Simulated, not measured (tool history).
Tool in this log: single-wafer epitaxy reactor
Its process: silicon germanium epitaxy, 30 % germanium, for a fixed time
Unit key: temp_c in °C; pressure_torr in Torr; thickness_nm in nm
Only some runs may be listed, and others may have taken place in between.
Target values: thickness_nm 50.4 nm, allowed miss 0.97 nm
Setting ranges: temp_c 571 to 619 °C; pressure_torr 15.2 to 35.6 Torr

run 1 hour=0 | temp_c=595 pressure_torr=25.4 | thickness_nm=64.452
run 2 hour=3.1 | temp_c=595 pressure_torr=21.9 | thickness_nm=61.423
run 3 hour=5.1 | temp_c=593 pressure_torr=21.8 | thickness_nm=59.612
run 4 hour=12 | temp_c=593 pressure_torr=26.3 | thickness_nm=62.781
run 5 hour=14.6 | temp_c=601 pressure_torr=26.3 | thickness_nm=72.198
run 6 hour=22.4 | temp_c=601 pressure_torr=28.1 | thickness_nm=73.207
run 7 hour=30 | temp_c=597 pressure_torr=28 | thickness_nm=67.891
run 8 hour=34.5 | temp_c=585 pressure_torr=27.5 | thickness_nm=55.584

4 candidate next runs follow, results not yet known. Just one meets every target within its allowed miss. Identify it.
run A hour=39 | temp_c=577 pressure_torr=27.1 | thickness_nm=?
run B hour=39 | temp_c=592 pressure_torr=27.7 | thickness_nm=?
run C hour=39 | temp_c=578 pressure_torr=28.7 | thickness_nm=?
run D hour=39 | temp_c=594 pressure_torr=27.5 | thickness_nm=?

move=A thickness_nm=48.83
move=B thickness_nm=63.052
move=C thickness_nm=50.508
move=D thickness_nm=65.006
A: takes the biggest miss from the last run beyond its target
B: misses by more than the last run did
C: each result inside its tolerance
D: misses by more than the last run did
Answer: C
